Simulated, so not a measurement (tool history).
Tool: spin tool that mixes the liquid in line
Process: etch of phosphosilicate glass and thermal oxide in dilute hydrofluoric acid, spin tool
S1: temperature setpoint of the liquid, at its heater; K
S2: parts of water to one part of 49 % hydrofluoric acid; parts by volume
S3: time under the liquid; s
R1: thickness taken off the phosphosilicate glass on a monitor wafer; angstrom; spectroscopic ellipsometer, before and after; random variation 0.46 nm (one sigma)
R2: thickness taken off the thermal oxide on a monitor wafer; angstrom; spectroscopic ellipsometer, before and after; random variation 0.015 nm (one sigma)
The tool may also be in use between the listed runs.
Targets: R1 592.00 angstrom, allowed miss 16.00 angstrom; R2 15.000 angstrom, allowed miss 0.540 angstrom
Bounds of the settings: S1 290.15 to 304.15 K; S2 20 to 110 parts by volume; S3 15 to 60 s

run,hour,S1,S2,S3,R1,R2
1,0.0,296.15,60,30,929.20,23.238
2,3.8,293.65,60,30,838.90,21.507
3,8.2,293.15,65,30,756.13,19.073
4,15.4,293.15,65,40,987.71,25.361
5,24.2,292.65,70,40,921.58,23.013
6,28.9,292.65,70,50,1146.60,28.726
7,30.4,292.15,75,50,1009.20,26.203
8,32.8,292.15,80,50,968.88,23.874
9,40.6,291.65,85,50,865.45,22.604
10,46.2,291.65,90,50,825.65,20.976
11,48.5,291.15,95,50,757.37,19.281
12,50.8,291.15,100,50,727.86,18.067
13,52.9,291.15,100,50,720.15,18.034
14,61.7,290.65,105,50,667.50,16.661
15,69.5,290.15,110,50,611.88,15.810
16,70.5,290.65,110,50,643.34,16.263
17,77.0,290.15,110,50,628.69,15.830
18,85.9,290.15,110,45,562.31,14.127
19,90.4,290.65,110,45,576.94,14.260

Which of these 4 next moves meets every target?
A,94.9,296.15,105,35,?,?
B,94.9,290.15,100,40,?,?
C,94.9,290.65,110,50,?,?
D,94.9,292.65,110,40,?,?

move,R1,R2
A,587.86,14.919
B,554.65,14.076
C,637.00,16.166
D,553.56,14.049
A: meets every target
B: further off than the last run
C: takes the result that was furthest off past its target
D: further off than the last run
The right move is A.

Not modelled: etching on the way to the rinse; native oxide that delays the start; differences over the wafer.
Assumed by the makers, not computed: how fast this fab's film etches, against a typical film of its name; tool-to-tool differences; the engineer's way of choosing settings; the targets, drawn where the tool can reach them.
